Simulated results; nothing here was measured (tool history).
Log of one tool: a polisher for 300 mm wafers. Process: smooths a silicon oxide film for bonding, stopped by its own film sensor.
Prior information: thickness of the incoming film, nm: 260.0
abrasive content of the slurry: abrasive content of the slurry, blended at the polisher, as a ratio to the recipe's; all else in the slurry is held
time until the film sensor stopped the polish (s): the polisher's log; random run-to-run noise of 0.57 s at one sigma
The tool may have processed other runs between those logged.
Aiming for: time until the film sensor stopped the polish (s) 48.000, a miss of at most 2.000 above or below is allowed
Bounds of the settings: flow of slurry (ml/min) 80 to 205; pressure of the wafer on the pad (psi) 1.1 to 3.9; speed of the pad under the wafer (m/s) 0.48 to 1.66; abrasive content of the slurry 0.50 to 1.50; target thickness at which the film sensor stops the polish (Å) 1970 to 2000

| run | day | flow of slurry (ml/min) | pressure of the wafer on the pad (psi) | speed of the pad under the wafer (m/s) | abrasive content of the slurry | target thickness at which the film sensor stops the polish (Å) | time until the film sensor stopped the polish (s) |
|---|---|---|---|---|---|---|---|
| 1 | 0.000 | 135 | 2.5 | 1.06 | 1.00 | 2000 | 70.835 |
| 2 | 0.296 | 135 | 2.5 | 1.06 | 1.15 | 2000 | 65.454 |
| 3 | 0.338 | 135 | 2.6 | 1.06 | 1.15 | 2000 | 64.390 |
| 4 | 0.471 | 135 | 2.7 | 1.06 | 1.15 | 2000 | 61.860 |
| 5 | 0.667 | 135 | 2.8 | 1.06 | 1.15 | 2000 | 60.531 |
| 6 | 0.758 | 135 | 2.8 | 1.06 | 1.00 | 2000 | 64.090 |
| 7 | 1.042 | 135 | 2.9 | 1.06 | 1.00 | 2000 | 62.586 |
| 8 | 1.412 | 135 | 2.9 | 1.06 | 1.00 | 2000 | 62.276 |
| 9 | 1.621 | 135 | 2.9 | 1.06 | 1.00 | 2000 | 62.661 |
| 10 | 1.871 | 135 | 3.0 | 1.06 | 1.00 | 2000 | 60.204 |
| 11 | 2.129 | 150 | 3.6 | 1.08 | 1.00 | 2000 | 49.272 |

4 candidate next runs follow, results not yet known. Just one meets every target within its allowed miss. Identify it.
| A | 2.388 | 155 | 3.4 | 1.02 | 1.00 | 2000 | ? |
| B | 2.388 | 130 | 3.5 | 1.00 | 1.10 | 2000 | ? |
| C | 2.388 | 170 | 3.4 | 0.96 | 1.20 | 1990 | ? |
| D | 2.388 | 165 | 3.7 | 0.94 | 1.15 | 2000 | ? |

| move | time until the film sensor stopped the polish (s) |
|---|---|
| A | 54.520 |
| B | 53.159 |
| C | 51.971 |
| D | 49.139 |
A: the biggest miss grows against the last run
B: the biggest miss grows against the last run
C: the biggest miss grows against the last run
D: each result inside its tolerance
The move that meets every target is D.

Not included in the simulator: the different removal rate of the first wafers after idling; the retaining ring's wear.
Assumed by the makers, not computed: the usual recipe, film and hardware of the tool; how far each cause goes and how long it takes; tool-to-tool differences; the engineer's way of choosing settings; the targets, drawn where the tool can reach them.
